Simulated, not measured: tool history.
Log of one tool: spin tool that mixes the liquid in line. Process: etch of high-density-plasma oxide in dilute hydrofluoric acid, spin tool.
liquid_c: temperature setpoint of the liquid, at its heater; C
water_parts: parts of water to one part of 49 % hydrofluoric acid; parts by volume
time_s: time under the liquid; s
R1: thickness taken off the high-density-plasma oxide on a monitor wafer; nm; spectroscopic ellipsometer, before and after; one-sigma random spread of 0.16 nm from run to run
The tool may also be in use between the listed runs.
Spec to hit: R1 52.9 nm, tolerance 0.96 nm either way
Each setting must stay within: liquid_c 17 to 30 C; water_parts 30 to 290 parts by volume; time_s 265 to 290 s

{"run": 1, "hour": 0.0, "liquid_c": 22, "water_parts": 160, "time_s": 265, "R1": 12.918}
{"run": 2, "hour": 0.9, "liquid_c": 25.5, "water_parts": 160, "time_s": 265, "R1": 14.724}
{"run": 3, "hour": 3.8, "liquid_c": 25.5, "water_parts": 120, "time_s": 265, "R1": 20.585}
{"run": 4, "hour": 12.4, "liquid_c": 26.5, "water_parts": 100, "time_s": 265, "R1": 26.33}
{"run": 5, "hour": 16.6, "liquid_c": 27, "water_parts": 85, "time_s": 265, "R1": 32.248}
{"run": 6, "hour": 20.3, "liquid_c": 27, "water_parts": 85, "time_s": 290, "R1": 35.095}
{"run": 7, "hour": 23.6, "liquid_c": 27.5, "water_parts": 80, "time_s": 290, "R1": 38.462}
{"run": 8, "hour": 26.8, "liquid_c": 28, "water_parts": 75, "time_s": 290, "R1": 42.026}
{"run": 9, "hour": 30.0, "liquid_c": 28.5, "water_parts": 70, "time_s": 290, "R1": 45.961}
{"run": 10, "hour": 35.0, "liquid_c": 29, "water_parts": 70, "time_s": 290, "R1": 47.036}

5 candidate next runs follow, results not yet known. Just one meets every target within its allowed miss. Identify it.
{"run": "A", "hour": 40.0, "liquid_c": 30, "water_parts": 80, "time_s": 290, "R1": "?"}
{"run": "B", "hour": 40.0, "liquid_c": 30, "water_parts": 85, "time_s": 285, "R1": "?"}
{"run": "C", "hour": 40.0, "liquid_c": 27.5, "water_parts": 55, "time_s": 265, "R1": "?"}
{"run": "D", "hour": 40.0, "liquid_c": 29, "water_parts": 70, "time_s": 270, "R1": "?"}
{"run": "E", "hour": 40.0, "liquid_c": 27.5, "water_parts": 70, "time_s": 290, "R1": "?"}

move=A R1=42.198
move=B R1=38.748
move=C R1=52.753
move=D R1=43.839
move=E R1=44.405
A: moves away from the targets compared with the last run
B: moves away from the targets compared with the last run
C: in spec on every target
D: moves away from the targets compared with the last run
E: moves away from the targets compared with the last run
The right move is C.
